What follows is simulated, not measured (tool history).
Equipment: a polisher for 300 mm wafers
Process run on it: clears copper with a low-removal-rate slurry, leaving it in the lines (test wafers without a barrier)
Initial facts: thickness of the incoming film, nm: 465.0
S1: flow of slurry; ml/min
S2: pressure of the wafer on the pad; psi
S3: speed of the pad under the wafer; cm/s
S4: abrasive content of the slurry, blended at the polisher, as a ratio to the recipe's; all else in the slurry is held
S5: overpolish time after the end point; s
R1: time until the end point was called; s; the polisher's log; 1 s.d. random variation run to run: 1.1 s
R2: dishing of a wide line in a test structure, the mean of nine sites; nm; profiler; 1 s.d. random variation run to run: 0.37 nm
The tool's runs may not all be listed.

run	day	S1	S2	S3	S4	S5	R1	R2
1	0	285	2.6	122	1	25	127.14	49.514
2	0.054	285	2.6	122	1.1	25	125.3	50.143
3	0.35	290	2.5	132	1.05	23	122.92	48.593
4	0.45	275	2.7	126	1.1	21	119.51	46.665
5	0.538	275	2.7	126	0.95	21	124.26	43.794
6	0.796	260	2.9	124	0.9	19	122.18	42.803

Expected results for the next run?
7	0.825	340	2.2	158	1.15	8	?	?

Run 7 gave R1 106.11 s, R2 22.725 nm.
